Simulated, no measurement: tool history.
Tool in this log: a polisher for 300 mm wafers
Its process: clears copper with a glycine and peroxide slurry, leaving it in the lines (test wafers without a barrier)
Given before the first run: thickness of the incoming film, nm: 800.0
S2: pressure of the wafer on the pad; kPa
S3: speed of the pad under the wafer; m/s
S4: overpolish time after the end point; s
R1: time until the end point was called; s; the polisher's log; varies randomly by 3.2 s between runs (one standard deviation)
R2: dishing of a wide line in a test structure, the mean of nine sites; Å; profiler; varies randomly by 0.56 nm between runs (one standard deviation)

{"run": 1, "day": 0.0, "flow of slurry (ml/min)": 265, "S2": 22.1, "S3": 1.14, "S4": 11, "R1": 122.24, "R2": 293.73}
{"run": 2, "day": 0.142, "flow of slurry (ml/min)": 265, "S2": 19.3, "S3": 1.1, "S4": 11, "R1": 135.95, "R2": 288.34}
{"run": 3, "day": 0.192, "flow of slurry (ml/min)": 265, "S2": 17.2, "S3": 1.04, "S4": 11, "R1": 160.53, "R2": 250.74}
{"run": 4, "day": 0.317, "flow of slurry (ml/min)": 265, "S2": 13.1, "S3": 1.04, "S4": 11, "R1": 196.0, "R2": 216.35}
{"run": 5, "day": 0.404, "flow of slurry (ml/min)": 265, "S2": 17.9, "S3": 1.04, "S4": 11, "R1": 151.85, "R2": 252.78}
{"run": 6, "day": 0.583, "flow of slurry (ml/min)": 265, "S2": 17.9, "S3": 1.2, "S4": 11, "R1": 138.99, "R2": 272.52}
{"run": 7, "day": 0.938, "flow of slurry (ml/min)": 265, "S2": 15.9, "S3": 1.18, "S4": 12, "R1": 146.75, "R2": 262.68}
{"run": 8, "day": 1.042, "flow of slurry (ml/min)": 265, "S2": 14.5, "S3": 1.12, "S4": 13, "R1": 174.06, "R2": 266.08}
{"run": 9, "day": 1.317, "flow of slurry (ml/min)": 265, "S2": 13.8, "S3": 1.12, "S4": 13, "R1": 178.06, "R2": 252.79}
{"run": 10, "day": 1.429, "flow of slurry (ml/min)": 265, "S2": 13.1, "S3": 1.12, "S4": 13, "R1": 188.24, "R2": 255.46}

Predict the results of run 11:
{"run": 11, "day": 1.758, "flow of slurry (ml/min)": 265, "S2": 12.4, "S3": 1.12, "S4": 13, "R1": "?", "R2": "?"}

{"run 11": {"R1": 193.46, "R2": 245.51}}

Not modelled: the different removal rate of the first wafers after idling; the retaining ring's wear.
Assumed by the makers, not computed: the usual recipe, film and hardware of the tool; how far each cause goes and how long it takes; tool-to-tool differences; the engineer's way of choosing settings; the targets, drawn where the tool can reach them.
